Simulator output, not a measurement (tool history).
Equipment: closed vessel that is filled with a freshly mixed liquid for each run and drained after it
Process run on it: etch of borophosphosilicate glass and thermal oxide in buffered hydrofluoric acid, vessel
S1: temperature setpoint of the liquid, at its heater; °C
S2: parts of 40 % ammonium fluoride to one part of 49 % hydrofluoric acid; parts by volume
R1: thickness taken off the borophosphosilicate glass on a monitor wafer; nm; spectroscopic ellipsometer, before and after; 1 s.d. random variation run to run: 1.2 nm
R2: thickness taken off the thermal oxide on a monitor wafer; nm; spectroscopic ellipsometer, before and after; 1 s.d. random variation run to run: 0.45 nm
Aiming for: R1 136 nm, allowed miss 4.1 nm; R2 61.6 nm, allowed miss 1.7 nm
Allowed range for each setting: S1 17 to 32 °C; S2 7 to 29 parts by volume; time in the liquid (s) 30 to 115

run 1 hour=0 | S1=24 S2=18 time_in_the_liquid_(s)=60 | R1=80.189 R2=36.528
run 2 hour=8.1 | S1=26 S2=17.5 time_in_the_liquid_(s)=60 | R1=91.627 R2=41.738
run 3 hour=16.4 | S1=23.5 S2=17.5 time_in_the_liquid_(s)=60 | R1=81.104 R2=36.746
run 4 hour=25.2 | S1=23.5 S2=17.5 time_in_the_liquid_(s)=75 | R1=100.99 R2=45.636
run 5 hour=30.7 | S1=23.5 S2=17.5 time_in_the_liquid_(s)=60 | R1=80.397 R2=36.813
run 6 hour=31.6 | S1=25.5 S2=17 time_in_the_liquid_(s)=60 | R1=92.549 R2=42.082
run 7 hour=38.5 | S1=29.5 S2=16 time_in_the_liquid_(s)=60 | R1=119.94 R2=54.951
run 8 hour=45.3 | S1=30 S2=16 time_in_the_liquid_(s)=60 | R1=123.66 R2=56.244
run 9 hour=46.3 | S1=30.5 S2=16 time_in_the_liquid_(s)=60 | R1=126.49 R2=58.722

Pick the move, out of 4, that brings all results within their allowed miss; only one does.
run A hour=47.3 | S1=24.5 S2=12.5 time_in_the_liquid_(s)=65 | R1=? R2=?
run B hour=47.3 | S1=17 S2=7 time_in_the_liquid_(s)=65 | R1=? R2=?
run C hour=47.3 | S1=30.5 S2=16.5 time_in_the_liquid_(s)=60 | R1=? R2=?
run D hour=47.3 | S1=27 S2=13.5 time_in_the_liquid_(s)=65 | R1=? R2=?

move=A R1=127.34 R2=58.607
move=B R1=147.96 R2=67.313
move=C R1=122.85 R2=56.777
move=D R1=134.92 R2=62.205
A: moves toward the targets from the last run without getting all of them in spec
B: takes the biggest miss from the last run beyond its target
C: its largest miss is bigger than the last run's
D: every result lands within tolerance
So the answer is move D, the one that meets all the targets.
